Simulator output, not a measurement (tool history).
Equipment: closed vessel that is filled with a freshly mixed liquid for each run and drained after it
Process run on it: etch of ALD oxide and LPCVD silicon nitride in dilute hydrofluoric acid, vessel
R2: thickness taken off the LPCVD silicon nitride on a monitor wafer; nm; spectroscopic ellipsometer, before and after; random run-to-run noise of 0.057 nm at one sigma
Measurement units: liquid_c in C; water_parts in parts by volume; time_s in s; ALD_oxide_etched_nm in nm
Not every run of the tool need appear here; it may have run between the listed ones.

run 1 hour=0.0 | liquid_c=24.0 water_parts=185 time_s=470 | ALD_oxide_etched_nm=28.880 R2=1.1723
run 2 hour=6.8 | liquid_c=23.5 water_parts=135 time_s=495 | ALD_oxide_etched_nm=43.013 R2=1.5659
run 3 hour=14.3 | liquid_c=23.5 water_parts=100 time_s=490 | ALD_oxide_etched_nm=60.127 R2=2.1479
run 4 hour=18.5 | liquid_c=22.0 water_parts=100 time_s=490 | ALD_oxide_etched_nm=56.926 R2=1.8847
run 5 hour=24.8 | liquid_c=22.0 water_parts=100 time_s=400 | ALD_oxide_etched_nm=46.133 R2=1.5940
run 6 hour=29.0 | liquid_c=24.0 water_parts=100 time_s=400 | ALD_oxide_etched_nm=50.029 R2=1.7578
run 7 hour=37.1 | liquid_c=24.5 water_parts=80 time_s=390 | ALD_oxide_etched_nm=63.866 R2=2.2209
run 8 hour=41.6 | liquid_c=25.0 water_parts=40 time_s=350 | ALD_oxide_etched_nm=123.230 R2=3.8936
run 9 hour=44.7 | liquid_c=23.5 water_parts=40 time_s=350 | ALD_oxide_etched_nm=116.360 R2=3.7502
run 10 hour=47.3 | liquid_c=19.5 water_parts=50 time_s=325 | ALD_oxide_etched_nm=72.140 R2=2.1646
run 11 hour=49.6 | liquid_c=20.0 water_parts=50 time_s=320 | ALD_oxide_etched_nm=72.100 R2=2.1175
run 12 hour=56.9 | liquid_c=20.5 water_parts=50 time_s=315 | ALD_oxide_etched_nm=72.620 R2=2.1068
run 13 hour=65.6 | liquid_c=21.0 water_parts=50 time_s=310 | ALD_oxide_etched_nm=73.315 R2=2.2562
run 14 hour=70.5 | liquid_c=20.5 water_parts=40 time_s=350 | ALD_oxide_etched_nm=101.770 R2=3.0168
run 15 hour=72.8 | liquid_c=20.0 water_parts=45 time_s=350 | ALD_oxide_etched_nm=89.042 R2=2.5757
run 16 hour=75.0 | liquid_c=20.0 water_parts=50 time_s=350 | ALD_oxide_etched_nm=78.928 R2=2.3226

Estimate the outcome of run 17 from the log above:
run 17 hour=78.8 | liquid_c=20.5 water_parts=50 time_s=350 | ALD_oxide_etched_nm=? R2=?

Run 17 gave ALD_oxide_etched_nm 80.592 nm, R2 2.3303 nm.
